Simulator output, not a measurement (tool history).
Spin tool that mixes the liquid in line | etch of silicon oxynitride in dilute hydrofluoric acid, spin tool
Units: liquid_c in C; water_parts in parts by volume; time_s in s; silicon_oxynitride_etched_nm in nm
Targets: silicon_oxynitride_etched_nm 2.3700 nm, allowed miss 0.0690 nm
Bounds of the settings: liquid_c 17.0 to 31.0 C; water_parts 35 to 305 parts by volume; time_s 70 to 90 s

run 1 hour=0.0 | liquid_c=23.0 water_parts=170 time_s=90 | silicon_oxynitride_etched_nm=1.5242
run 2 hour=2.3 | liquid_c=25.5 water_parts=165 time_s=90 | silicon_oxynitride_etched_nm=1.7995
run 3 hour=3.5 | liquid_c=25.5 water_parts=165 time_s=70 | silicon_oxynitride_etched_nm=1.3831
run 4 hour=5.7 | liquid_c=27.0 water_parts=145 time_s=70 | silicon_oxynitride_etched_nm=1.7282
run 5 hour=13.9 | liquid_c=30.0 water_parts=145 time_s=70 | silicon_oxynitride_etched_nm=1.9514
run 6 hour=16.7 | liquid_c=28.0 water_parts=145 time_s=70 | silicon_oxynitride_etched_nm=1.7637
run 7 hour=18.6 | liquid_c=29.0 water_parts=135 time_s=70 | silicon_oxynitride_etched_nm=2.0112
run 8 hour=24.5 | liquid_c=29.5 water_parts=130 time_s=70 | silicon_oxynitride_etched_nm=2.1418

Which of these 4 next moves meets every target?
run A hour=30.4 | liquid_c=30.0 water_parts=130 time_s=70 | silicon_oxynitride_etched_nm=?
run B hour=30.4 | liquid_c=29.5 water_parts=150 time_s=90 | silicon_oxynitride_etched_nm=?
run C hour=30.4 | liquid_c=29.0 water_parts=125 time_s=70 | silicon_oxynitride_etched_nm=?
run D hour=30.4 | liquid_c=31.0 water_parts=155 time_s=75 | silicon_oxynitride_etched_nm=?

move=A silicon_oxynitride_etched_nm=2.1710
move=B silicon_oxynitride_etched_nm=2.3217
move=C silicon_oxynitride_etched_nm=2.1708
move=D silicon_oxynitride_etched_nm=1.9878
A: nearer than the last run, and not there yet
B: meets every target
C: nearer than the last run, and not there yet
D: further off than the last run
Answer: B
